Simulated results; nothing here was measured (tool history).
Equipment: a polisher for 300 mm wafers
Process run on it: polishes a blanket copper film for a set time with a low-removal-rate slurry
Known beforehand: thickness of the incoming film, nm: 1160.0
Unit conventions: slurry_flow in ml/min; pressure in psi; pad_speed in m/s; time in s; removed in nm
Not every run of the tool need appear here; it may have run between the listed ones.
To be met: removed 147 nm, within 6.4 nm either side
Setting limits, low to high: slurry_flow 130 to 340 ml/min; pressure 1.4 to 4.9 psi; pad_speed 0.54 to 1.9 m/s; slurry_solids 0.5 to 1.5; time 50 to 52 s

{"run": 1, "hour": 0.0, "slurry_flow": 220, "pressure": 3.1, "pad_speed": 1.22, "slurry_solids": 1, "time": 50, "removed": 186.24}
{"run": 2, "hour": 7.7, "slurry_flow": 220, "pressure": 3.1, "pad_speed": 1.22, "slurry_solids": 1, "time": 50, "removed": 182.43}
{"run": 3, "hour": 10.0, "slurry_flow": 220, "pressure": 3, "pad_speed": 1.22, "slurry_solids": 1, "time": 50, "removed": 177.13}
{"run": 4, "hour": 16.7, "slurry_flow": 240, "pressure": 3, "pad_speed": 1.22, "slurry_solids": 1, "time": 50, "removed": 182.19}
{"run": 5, "hour": 20.0, "slurry_flow": 235, "pressure": 2.9, "pad_speed": 1.22, "slurry_solids": 1, "time": 50, "removed": 175.5}
{"run": 6, "hour": 21.6, "slurry_flow": 230, "pressure": 2.8, "pad_speed": 1.22, "slurry_solids": 1, "time": 50, "removed": 169.63}
{"run": 7, "hour": 29.6, "slurry_flow": 230, "pressure": 2.8, "pad_speed": 1.22, "slurry_solids": 1, "time": 50, "removed": 166.37}
{"run": 8, "hour": 32.6, "slurry_flow": 225, "pressure": 2.7, "pad_speed": 1.22, "slurry_solids": 1, "time": 50, "removed": 164.14}
{"run": 9, "hour": 37.3, "slurry_flow": 225, "pressure": 2.6, "pad_speed": 1.22, "slurry_solids": 1, "time": 50, "removed": 158.06}

Which of these 5 next moves meets every target?
{"run": "A", "hour": 42.0, "slurry_flow": 320, "pressure": 3, "pad_speed": 1.14, "slurry_solids": 0.95, "time": 50, "removed": "?"}
{"run": "B", "hour": 42.0, "slurry_flow": 245, "pressure": 2.9, "pad_speed": 1.16, "slurry_solids": 0.85, "time": 51, "removed": "?"}
{"run": "C", "hour": 42.0, "slurry_flow": 315, "pressure": 2.8, "pad_speed": 1.1, "slurry_solids": 0.9, "time": 50, "removed": "?"}
{"run": "D", "hour": 42.0, "slurry_flow": 190, "pressure": 2.4, "pad_speed": 1.34, "slurry_solids": 1, "time": 52, "removed": "?"}
{"run": "E", "hour": 42.0, "slurry_flow": 280, "pressure": 2.3, "pad_speed": 1.62, "slurry_solids": 0.95, "time": 50, "removed": "?"}

move=A removed=169.07
move=B removed=160.56
move=C removed=149.91
move=D removed=162.53
move=E removed=182.52
A: the biggest miss grows against the last run
B: the biggest miss grows against the last run
C: every result lands within tolerance
D: the biggest miss grows against the last run
E: the biggest miss grows against the last run
C is the move that brings every result within its allowed miss.

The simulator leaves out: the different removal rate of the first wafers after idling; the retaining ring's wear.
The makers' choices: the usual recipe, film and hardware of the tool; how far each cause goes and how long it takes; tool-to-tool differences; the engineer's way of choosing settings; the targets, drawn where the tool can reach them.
